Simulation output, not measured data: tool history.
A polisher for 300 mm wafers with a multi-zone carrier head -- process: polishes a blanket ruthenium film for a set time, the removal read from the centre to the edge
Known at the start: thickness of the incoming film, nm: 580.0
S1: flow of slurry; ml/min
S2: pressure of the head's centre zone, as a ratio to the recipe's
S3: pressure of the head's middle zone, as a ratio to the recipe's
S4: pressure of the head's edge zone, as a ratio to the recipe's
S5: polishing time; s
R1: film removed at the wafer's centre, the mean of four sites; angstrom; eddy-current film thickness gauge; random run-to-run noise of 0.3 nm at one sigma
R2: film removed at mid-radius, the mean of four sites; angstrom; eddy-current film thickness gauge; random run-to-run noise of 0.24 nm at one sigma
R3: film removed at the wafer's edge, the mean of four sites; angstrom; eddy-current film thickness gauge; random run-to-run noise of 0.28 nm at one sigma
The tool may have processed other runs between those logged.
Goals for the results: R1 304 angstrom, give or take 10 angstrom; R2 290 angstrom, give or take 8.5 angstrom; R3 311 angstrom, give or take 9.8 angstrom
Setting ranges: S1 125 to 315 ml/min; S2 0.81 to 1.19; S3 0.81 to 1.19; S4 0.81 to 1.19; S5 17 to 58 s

run	hour	S1	S2	S3	S4	S5	R1	R2	R3
1	0	205	1	1	1	37	255.23	256.92	263.87
2	1.2	205	1	1.08	1	37	255.07	270.8	259
3	8.2	220	1.02	1.07	1.05	38	274.45	279.66	277.94
4	17	235	1.03	1.06	1.08	38	280.16	273.49	287.82
5	18	235	1.03	1.1	1.08	38	282.94	288.81	285.3
6	25.8	235	1.03	1.14	1.08	38	273.6	299.41	288
7	27.2	245	1.04	1.13	1.1	38	280.25	295.38	289.58
8	34.3	245	1.04	1.13	1.1	38	280.33	296.3	291.81
9	42.8	255	1.05	1.12	1.12	38	282.62	293.14	292.94
10	46.7	255	1.06	1.11	1.14	38	292.86	289.64	291.4
11	52.5	265	1.02	1.05	1.19	40	292.8	293.33	313.64

Below are 5 possible settings for the next run. Only one of them brings all results inside the allowed miss of their targets. Which is it?
A	58.3	210	0.98	1.01	1.18	42	?	?	?
B	58.3	250	0.99	1.03	1.19	40	?	?	?
C	58.3	260	0.99	1.08	1.11	41	?	?	?
D	58.3	285	0.95	0.95	1.09	41	?	?	?
E	58.3	300	1.07	1.05	1.19	39	?	?	?

move	R1	R2	R3
A	286.6	296.17	323.9
B	282.18	292.86	314.66
C	290.71	313.93	311.93
D	282.11	284.4	311.84
E	302.76	295.62	311.08
A: lands further from the targets than the last run did
B: lands further from the targets than the last run did
C: lands further from the targets than the last run did
D: lands further from the targets than the last run did
E: in spec on every target
The move that meets every target is E.
